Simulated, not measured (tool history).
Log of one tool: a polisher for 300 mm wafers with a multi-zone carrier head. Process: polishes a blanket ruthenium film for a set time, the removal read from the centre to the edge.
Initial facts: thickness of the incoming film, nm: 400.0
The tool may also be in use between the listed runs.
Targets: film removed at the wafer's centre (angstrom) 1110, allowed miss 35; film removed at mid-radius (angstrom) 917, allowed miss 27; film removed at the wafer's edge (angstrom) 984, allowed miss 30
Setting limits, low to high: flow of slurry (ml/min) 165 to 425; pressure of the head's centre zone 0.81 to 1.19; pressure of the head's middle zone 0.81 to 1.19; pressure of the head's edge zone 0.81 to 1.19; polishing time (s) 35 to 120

run	hour	flow of slurry (ml/min)	pressure of the head's centre zone	pressure of the head's middle zone	pressure of the head's edge zone	polishing time (s)	film removed at the wafer's centre (angstrom)	film removed at mid-radius (angstrom)	film removed at the wafer's edge (angstrom)
1	0	275	1	1	1	77	1180.8	1160.2	1144.7
2	7.5	270	1	0.97	0.98	76	1125.7	1130.5	1118.6
3	8.7	270	1	0.89	0.98	76	1125.3	1037.3	1126.9
4	17.1	270	1	0.89	0.98	85	1285.6	1142.4	1269.8
5	21.4	270	1.06	0.89	0.98	85	1364.9	1175	1262.3
6	28.4	270	1.07	0.88	0.97	82	1307.7	1124.6	1202.6
7	31	265	1.08	0.87	0.96	80	1274.8	1077	1170
8	35.5	265	1.08	0.86	0.94	78	1266.7	1035.5	1130.9
9	41.9	260	1.07	0.86	0.92	77	1225	1034.9	1104.4
10	50.5	255	1.07	0.85	0.91	76	1199.4	1005.1	1096.1
11	56.6	255	1.07	0.85	0.9	75	1186.9	974	1070
12	61.8	255	1.07	0.85	0.89	74	1192.7	977.9	1036.4
13	65	250	1.06	0.85	0.88	74	1175.3	982.71	1029.7
14	67.1	245	1.06	0.84	0.88	74	1177.3	959.92	1052.3
15	72.3	245	1.06	0.84	0.87	73	1138.3	932.18	1037.8
16	78	245	1.06	0.84	0.86	73	1150.8	943.56	1010.3
17	84.2	240	1.06	0.84	0.86	73	1140.4	948.01	1010.5
18	87.6	235	1.06	0.84	0.86	73	1148	940.48	1002.2

Which one of the following 4 next-run settings gets every result inside its allowed miss? There is exactly one.
A	91	290	1.15	0.91	0.86	69	?	?	?
B	91	215	1.17	0.86	0.81	72	?	?	?
C	91	210	1.19	0.9	0.95	69	?	?	?
D	91	210	1.06	0.85	0.88	71	?	?	?

move	film removed at the wafer's centre (angstrom)	film removed at mid-radius (angstrom)	film removed at the wafer's edge (angstrom)
A	1196.8	970.41	982.18
B	1232.8	940.64	981.38
C	1199	933.54	1000.9
D	1097.7	917.03	998.53
A: moves away from the targets compared with the last run
B: moves away from the targets compared with the last run
C: moves away from the targets compared with the last run
D: every result lands within tolerance
Go with D: it meets all targets.

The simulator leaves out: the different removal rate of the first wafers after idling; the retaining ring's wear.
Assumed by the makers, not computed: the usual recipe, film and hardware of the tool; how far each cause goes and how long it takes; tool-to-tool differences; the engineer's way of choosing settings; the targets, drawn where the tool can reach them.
